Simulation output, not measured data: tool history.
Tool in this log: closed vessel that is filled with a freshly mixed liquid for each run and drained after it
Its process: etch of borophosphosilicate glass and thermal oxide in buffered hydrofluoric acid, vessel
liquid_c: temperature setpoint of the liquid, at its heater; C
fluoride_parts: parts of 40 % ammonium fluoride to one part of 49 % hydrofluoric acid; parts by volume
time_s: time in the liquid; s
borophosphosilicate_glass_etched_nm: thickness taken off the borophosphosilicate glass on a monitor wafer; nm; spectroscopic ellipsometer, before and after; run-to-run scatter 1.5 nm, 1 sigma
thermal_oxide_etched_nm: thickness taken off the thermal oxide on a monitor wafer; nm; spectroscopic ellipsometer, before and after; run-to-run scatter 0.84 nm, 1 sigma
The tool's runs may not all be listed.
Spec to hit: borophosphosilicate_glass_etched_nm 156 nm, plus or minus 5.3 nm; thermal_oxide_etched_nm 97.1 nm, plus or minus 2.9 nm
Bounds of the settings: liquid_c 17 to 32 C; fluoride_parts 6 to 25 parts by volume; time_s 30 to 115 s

| run | hour | liquid_c | fluoride_parts | time_s | borophosphosilicate_glass_etched_nm | thermal_oxide_etched_nm |
|---|---|---|---|---|---|---|
| 1 | 0 | 24 | 15.5 | 60 | 75.515 | 47.144 |
| 2 | 4.2 | 25 | 15 | 60 | 81.024 | 50.725 |
| 3 | 6.5 | 26 | 14.5 | 60 | 87.891 | 55.57 |
| 4 | 9.9 | 26.5 | 14 | 60 | 96.095 | 58.669 |
| 5 | 15.9 | 27 | 13.5 | 60 | 100.87 | 62.742 |
| 6 | 18.6 | 27 | 13.5 | 85 | 142.09 | 88.822 |
| 7 | 25.9 | 27 | 13.5 | 85 | 141.5 | 88.752 |
| 8 | 33 | 28 | 13.5 | 85 | 152.39 | 93.624 |

Next run, 4 choices. One meets every target within its allowed miss, the rest don't. Which?
| A | 40.1 | 27.5 | 13.5 | 80 | ? | ? |
| B | 40.1 | 27.5 | 13 | 80 | ? | ? |
| C | 40.1 | 29 | 13 | 80 | ? | ? |
| D | 40.1 | 32 | 16.5 | 80 | ? | ? |

| move | borophosphosilicate_glass_etched_nm | thermal_oxide_etched_nm |
|---|---|---|
| A | 137.88 | 84.994 |
| B | 143.1 | 88.192 |
| C | 154.85 | 95.505 |
| D | 143.16 | 88.494 |
A: its largest miss is bigger than the last run's
B: its largest miss is bigger than the last run's
C: in spec on every target
D: its largest miss is bigger than the last run's
C meets every target.
